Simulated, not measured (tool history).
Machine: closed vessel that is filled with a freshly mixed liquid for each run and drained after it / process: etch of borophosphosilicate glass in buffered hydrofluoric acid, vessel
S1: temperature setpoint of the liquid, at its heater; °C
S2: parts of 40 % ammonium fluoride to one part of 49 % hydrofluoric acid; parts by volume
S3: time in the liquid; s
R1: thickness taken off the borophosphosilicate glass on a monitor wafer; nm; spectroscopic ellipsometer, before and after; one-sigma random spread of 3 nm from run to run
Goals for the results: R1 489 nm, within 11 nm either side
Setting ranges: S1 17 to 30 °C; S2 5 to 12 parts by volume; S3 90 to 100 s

run 1 hour=0 | S1=22 S2=7 S3=90 | R1=403.91
run 2 hour=6.6 | S1=22 S2=7 S3=90 | R1=407.35
run 3 hour=15.5 | S1=22 S2=7 S3=100 | R1=455.92
run 4 hour=19.1 | S1=22.5 S2=7 S3=100 | R1=462.65
run 5 hour=25.8 | S1=23 S2=7 S3=100 | R1=470.71
run 6 hour=32.7 | S1=25.5 S2=7 S3=100 | R1=543.31
run 7 hour=37.3 | S1=25 S2=7 S3=100 | R1=535.21
run 8 hour=44.1 | S1=23 S2=7 S3=100 | R1=477.13

Which single option among these 4 for the next run brings every result within its allowed miss of target? Just one does.
run A hour=50.9 | S1=22.5 S2=6.5 S3=95 | R1=?
run B hour=50.9 | S1=21 S2=6 S3=95 | R1=?
run C hour=50.9 | S1=25.5 S2=7 S3=90 | R1=?
run D hour=50.9 | S1=24 S2=7.5 S3=100 | R1=?

move=A R1=475.14
move=B R1=470.12
move=C R1=495.26
move=D R1=470.98
A: moves away from the targets compared with the last run
B: moves away from the targets compared with the last run
C: hits every target within its allowed miss
D: moves away from the targets compared with the last run
The right move is C.
